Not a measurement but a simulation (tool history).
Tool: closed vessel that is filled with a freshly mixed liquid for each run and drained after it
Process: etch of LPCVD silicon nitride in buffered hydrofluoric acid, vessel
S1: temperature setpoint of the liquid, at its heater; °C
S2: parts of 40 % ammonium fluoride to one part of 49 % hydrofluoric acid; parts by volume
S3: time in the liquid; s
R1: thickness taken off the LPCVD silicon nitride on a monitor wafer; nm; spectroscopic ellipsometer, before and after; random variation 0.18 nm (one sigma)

{"run": 1, "day": 0.0, "S1": 24, "S2": 17, "S3": 3240, "R1": 28.133}
{"run": 2, "day": 0.162, "S1": 25, "S2": 17, "S3": 3240, "R1": 29.884}
{"run": 3, "day": 0.317, "S1": 26, "S2": 17, "S3": 3240, "R1": 31.442}
{"run": 4, "day": 0.646, "S1": 24.5, "S2": 17, "S3": 3240, "R1": 28.793}
{"run": 5, "day": 0.8, "S1": 24.5, "S2": 19.5, "S3": 3240, "R1": 25.483}
{"run": 6, "day": 0.95, "S1": 27, "S2": 19.5, "S3": 3240, "R1": 28.964}
{"run": 7, "day": 1.217, "S1": 27.5, "S2": 19, "S3": 3240, "R1": 30.65}
{"run": 8, "day": 1.496, "S1": 28, "S2": 19, "S3": 3240, "R1": 31.304}
{"run": 9, "day": 1.758, "S1": 28.5, "S2": 19, "S3": 3240, "R1": 32.455}

Run 10 comes next. What will it give?
{"run": 10, "day": 2.117, "S1": 29, "S2": 19, "S3": 3240, "R1": "?"}

R1: 32.752 nm
